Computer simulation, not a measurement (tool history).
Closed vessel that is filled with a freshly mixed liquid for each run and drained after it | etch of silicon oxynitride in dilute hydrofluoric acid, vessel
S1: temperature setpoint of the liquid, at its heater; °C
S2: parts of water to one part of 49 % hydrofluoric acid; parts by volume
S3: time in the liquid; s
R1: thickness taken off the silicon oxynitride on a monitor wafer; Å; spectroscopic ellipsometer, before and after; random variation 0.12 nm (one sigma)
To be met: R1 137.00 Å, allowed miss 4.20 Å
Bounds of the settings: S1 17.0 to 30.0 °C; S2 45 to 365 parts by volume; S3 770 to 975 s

run,hour,S1,S2,S3,R1
1,0.0,22.0,205,975,175.55
2,3.1,23.5,205,975,187.46
3,5.8,22.5,205,975,182.11
4,14.1,21.5,210,975,169.62
5,16.4,20.5,210,975,162.30
6,17.3,20.5,160,975,220.37
7,24.6,20.0,170,975,201.26
8,28.9,19.5,180,975,181.35
9,32.3,19.0,185,975,175.32
10,41.0,18.5,190,975,163.76
11,44.0,18.0,195,975,158.08
12,48.3,18.0,200,975,152.90

5 next moves are on the table. One of them brings every result within its allowed miss. Which?
A,52.6,17.5,185,915,?
B,52.6,18.5,195,880,?
C,52.6,18.0,175,930,?
D,52.6,20.5,220,870,?
E,52.6,19.5,180,975,?

move,R1
A,151.43
B,144.02
C,167.69
D,136.31
E,182.97
A: nearer than the last run, and not there yet
B: nearer than the last run, and not there yet
C: further off than the last run
D: meets every target
E: further off than the last run
The right move is D.
